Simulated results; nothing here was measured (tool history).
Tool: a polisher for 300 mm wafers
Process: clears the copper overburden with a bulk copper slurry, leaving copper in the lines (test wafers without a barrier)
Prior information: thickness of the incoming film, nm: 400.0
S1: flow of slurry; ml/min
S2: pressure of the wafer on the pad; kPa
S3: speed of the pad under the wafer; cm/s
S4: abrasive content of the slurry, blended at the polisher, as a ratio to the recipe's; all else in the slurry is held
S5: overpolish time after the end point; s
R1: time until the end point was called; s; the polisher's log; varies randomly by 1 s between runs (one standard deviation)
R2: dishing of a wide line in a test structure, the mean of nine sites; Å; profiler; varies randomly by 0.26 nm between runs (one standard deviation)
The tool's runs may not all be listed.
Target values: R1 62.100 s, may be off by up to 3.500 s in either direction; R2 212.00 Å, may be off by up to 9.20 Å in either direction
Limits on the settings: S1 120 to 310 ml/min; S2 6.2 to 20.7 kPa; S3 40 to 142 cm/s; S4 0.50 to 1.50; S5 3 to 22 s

run,hour,S1,S2,S3,S4,S5,R1,R2
1,0.0,200,13.1,90,1.00,11,67.109,372.28
2,8.6,200,13.1,92,1.00,9,66.612,329.34
3,12.1,200,13.1,92,1.00,13,66.652,440.60
4,13.0,205,13.1,92,1.00,11,65.659,389.85
5,14.3,190,13.1,92,1.05,9,67.824,330.35
6,18.6,220,13.1,92,1.05,9,68.152,338.16
7,23.2,205,13.1,92,1.00,8,66.163,300.41
8,30.6,205,13.1,92,0.90,7,69.360,259.47
9,33.9,205,15.9,96,0.70,3,56.341,142.18
10,37.5,205,15.2,100,0.75,3,57.196,141.73
11,40.8,205,15.2,98,0.85,3,56.753,141.33
12,43.2,210,14.5,102,0.90,3,57.688,141.15
13,51.6,210,14.5,98,0.90,3,59.611,142.22
14,60.1,210,14.5,98,0.90,4,59.331,179.06
15,66.0,220,14.5,98,0.90,4,57.641,181.43
16,73.8,225,14.5,98,0.90,4,58.513,183.83
17,77.3,225,13.8,96,0.90,7,61.621,284.49
# hour 80.0: slurry blender recalibrated
18,80.0,215,13.8,96,0.90,7,59.146,290.76

Next run, 5 choices. One meets every target within its allowed miss, the rest don't. Which?
A,82.7,205,16.5,62,0.95,6,?,?
B,82.7,155,12.4,100,0.80,6,?,?
C,82.7,130,15.2,100,0.75,11,?,?
D,82.7,205,14.5,88,0.95,5,?,?
E,82.7,195,17.9,88,0.65,5,?,?

move,R1,R2
A,73.176,219.90
B,66.842,235.52
C,58.630,440.06
D,60.940,218.93
E,53.760,246.88
A: puts the biggest miss on target and leaves a different result outside tolerance
B: gains on the last run, yet a result remains outside its allowed miss
C: misses by more than the last run did
D: every result within its allowed miss
E: gains on the last run, yet a result remains outside its allowed miss
So the answer is move D, the one that meets all the targets.

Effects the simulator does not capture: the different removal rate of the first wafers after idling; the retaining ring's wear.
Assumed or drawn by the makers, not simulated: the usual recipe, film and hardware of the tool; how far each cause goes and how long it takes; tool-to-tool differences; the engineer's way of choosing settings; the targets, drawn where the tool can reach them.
